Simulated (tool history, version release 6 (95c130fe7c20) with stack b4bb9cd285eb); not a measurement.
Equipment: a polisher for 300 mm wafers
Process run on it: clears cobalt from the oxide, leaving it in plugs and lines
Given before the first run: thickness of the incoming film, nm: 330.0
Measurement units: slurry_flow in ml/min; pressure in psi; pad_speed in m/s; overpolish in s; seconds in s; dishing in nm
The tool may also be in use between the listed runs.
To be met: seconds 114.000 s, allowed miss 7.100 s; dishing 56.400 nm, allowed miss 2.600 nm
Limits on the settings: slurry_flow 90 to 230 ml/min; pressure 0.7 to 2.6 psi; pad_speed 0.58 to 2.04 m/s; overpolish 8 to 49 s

| run | day | slurry_flow | pressure | pad_speed | overpolish | seconds | dishing |
|---|---|---|---|---|---|---|---|
| 1 | 0.000 | 150 | 1.6 | 1.30 | 25 | 57.320 | 58.276 |
| 2 | 0.033 | 170 | 1.6 | 1.30 | 25 | 55.686 | 57.997 |
| 3 | 0.071 | 165 | 1.3 | 1.24 | 29 | 73.808 | 57.481 |
| 4 | 0.442 | 165 | 1.1 | 1.22 | 31 | 84.520 | 54.377 |
| 5 | 0.633 | 165 | 1.1 | 1.22 | 23 | 83.798 | 47.843 |
| 6 | 0.758 | 190 | 1.1 | 1.22 | 23 | 80.370 | 47.407 |
| 7 | 1.008 | 180 | 1.0 | 1.20 | 28 | 92.486 | 50.089 |
| 8 | 1.204 | 180 | 0.9 | 1.18 | 31 | 99.508 | 49.727 |
| 9 | 1.267 | 175 | 0.9 | 1.16 | 34 | 102.380 | 52.285 |
|  | 1.604 | worn pad replaced by a new one |
| 10 | 1.604 | 175 | 0.9 | 1.16 | 36 | 96.407 | 54.874 |

Exercise: of the 5 proposed moves below, exactly one satisfies all targets within the stated allowed misses. Which move is it?
| A | 1.942 | 150 | 0.8 | 1.00 | 41 | ? | ? |
| B | 1.942 | 200 | 0.8 | 1.20 | 48 | ? | ? |
| C | 1.942 | 200 | 0.7 | 1.20 | 44 | ? | ? |
| D | 1.942 | 145 | 1.3 | 0.96 | 29 | ? | ? |
| E | 1.942 | 155 | 1.1 | 0.84 | 36 | ? | ? |

| move | seconds | dishing |
|---|---|---|
| A | 122.730 | 51.880 |
| B | 98.236 | 59.631 |
| C | 110.050 | 55.850 |
| D | 83.602 | 52.409 |
| E | 109.040 | 51.493 |
A: the result that was furthest off in the last run now lies on the other side of its target
B: closes in on the targets versus the last run, not all within tolerance yet
C: in spec on every target
D: misses by more than the last run did
E: the worst result of the last run now meets its target, but another is out of spec
Answer: C

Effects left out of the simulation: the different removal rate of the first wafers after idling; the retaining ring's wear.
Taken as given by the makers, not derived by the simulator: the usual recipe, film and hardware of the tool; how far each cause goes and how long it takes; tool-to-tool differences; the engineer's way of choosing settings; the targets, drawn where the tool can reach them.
